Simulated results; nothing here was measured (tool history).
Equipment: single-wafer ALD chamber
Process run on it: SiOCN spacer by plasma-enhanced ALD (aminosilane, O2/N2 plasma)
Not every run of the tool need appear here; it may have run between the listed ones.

run  hour  heater temperature setpoint (deg C)  number of ALD cycles (cycles)  mean film thickness on the monitor wafer (nm)
  1   0.0                                  380                             86                                         5.1188
  2   8.8                                  380                             82                                         4.9457
  3  12.8                                  375                             82                                         4.9341
  4  16.4                                  375                             74                                         4.4640
  5  17.4                                  375                             72                                         4.3216
  6  25.9                                  375                             71                                         4.2759
  7  34.6                                  375                             70                                         4.2450
  8  43.8                                  375                             69                                         4.1283

What does the tool deliver on the next run?
  9  45.7                                  375                             68                                              ?

Run 9 produced mean film thickness on the monitor wafer (nm) 4.1041.

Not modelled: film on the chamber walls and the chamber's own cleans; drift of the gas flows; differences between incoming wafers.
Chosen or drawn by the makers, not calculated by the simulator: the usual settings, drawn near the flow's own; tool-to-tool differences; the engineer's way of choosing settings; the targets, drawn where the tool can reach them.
